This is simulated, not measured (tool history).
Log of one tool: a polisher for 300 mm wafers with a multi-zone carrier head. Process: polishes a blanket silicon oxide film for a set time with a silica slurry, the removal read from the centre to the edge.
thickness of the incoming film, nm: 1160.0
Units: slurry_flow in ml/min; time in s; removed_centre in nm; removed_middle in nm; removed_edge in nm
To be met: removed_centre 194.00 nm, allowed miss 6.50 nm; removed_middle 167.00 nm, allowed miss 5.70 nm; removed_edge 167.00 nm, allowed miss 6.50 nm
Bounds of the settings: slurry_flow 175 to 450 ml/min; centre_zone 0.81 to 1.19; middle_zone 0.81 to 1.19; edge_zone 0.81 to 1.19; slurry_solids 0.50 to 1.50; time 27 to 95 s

run 1 hour=0.0 | slurry_flow=290 centre_zone=1.00 middle_zone=1.00 edge_zone=1.00 slurry_solids=1.00 time=61 | removed_centre=107.36 removed_middle=107.71 removed_edge=109.73
run 2 hour=1.7 | slurry_flow=305 centre_zone=1.06 middle_zone=1.02 edge_zone=1.02 slurry_solids=1.15 time=64 | removed_centre=129.65 removed_middle=123.56 removed_edge=121.51
run 3 hour=10.6 | slurry_flow=305 centre_zone=1.09 middle_zone=1.02 edge_zone=1.05 slurry_solids=1.25 time=67 | removed_centre=141.53 removed_middle=133.81 removed_edge=132.55
run 4 hour=16.4 | slurry_flow=305 centre_zone=1.09 middle_zone=1.02 edge_zone=1.02 slurry_solids=1.25 time=67 | removed_centre=143.96 removed_middle=133.79 removed_edge=133.61
run 5 hour=18.4 | slurry_flow=310 centre_zone=1.11 middle_zone=1.02 edge_zone=1.01 slurry_solids=1.30 time=70 | removed_centre=153.66 removed_middle=142.30 removed_edge=143.23
run 6 hour=25.6 | slurry_flow=310 centre_zone=1.11 middle_zone=1.02 edge_zone=1.08 slurry_solids=1.30 time=70 | removed_centre=152.40 removed_middle=139.84 removed_edge=143.97
run 7 hour=33.2 | slurry_flow=320 centre_zone=1.14 middle_zone=1.02 edge_zone=1.06 slurry_solids=1.35 time=71 | removed_centre=162.54 removed_middle=147.69 removed_edge=148.19
run 8 hour=37.6 | slurry_flow=355 centre_zone=1.19 middle_zone=0.99 edge_zone=1.04 slurry_solids=1.50 time=75 | removed_centre=186.16 removed_middle=158.22 removed_edge=159.41
run 9 hour=44.9 | slurry_flow=355 centre_zone=1.19 middle_zone=0.99 edge_zone=1.04 slurry_solids=1.50 time=76 | removed_centre=188.79 removed_middle=162.88 removed_edge=162.87

Which of these 5 next moves meets every target?
run A hour=52.2 | slurry_flow=355 centre_zone=1.16 middle_zone=1.04 edge_zone=1.03 slurry_solids=1.50 time=73 | removed_centre=? removed_middle=? removed_edge=?
run B hour=52.2 | slurry_flow=320 centre_zone=1.15 middle_zone=0.99 edge_zone=0.98 slurry_solids=1.35 time=77 | removed_centre=? removed_middle=? removed_edge=?
run C hour=52.2 | slurry_flow=450 centre_zone=1.18 middle_zone=1.00 edge_zone=1.02 slurry_solids=1.30 time=81 | removed_centre=? removed_middle=? removed_edge=?
run D hour=52.2 | slurry_flow=415 centre_zone=1.15 middle_zone=1.08 edge_zone=0.91 slurry_solids=1.50 time=78 | removed_centre=? removed_middle=? removed_edge=?
run E hour=52.2 | slurry_flow=385 centre_zone=1.18 middle_zone=0.96 edge_zone=1.10 slurry_solids=1.50 time=76 | removed_centre=? removed_middle=? removed_edge=?

move=A removed_centre=175.32 removed_middle=161.63 removed_edge=159.21
move=B removed_centre=174.58 removed_middle=155.95 removed_edge=157.76
move=C removed_centre=191.66 removed_middle=167.75 removed_edge=169.63
move=D removed_centre=188.34 removed_middle=180.65 removed_edge=164.42
move=E removed_centre=186.98 removed_middle=158.33 removed_edge=170.93
A: further off than the last run
B: further off than the last run
C: meets every target
D: brings the result that was furthest off to its target, and leaves another outside
E: further off than the last run
Answer: C
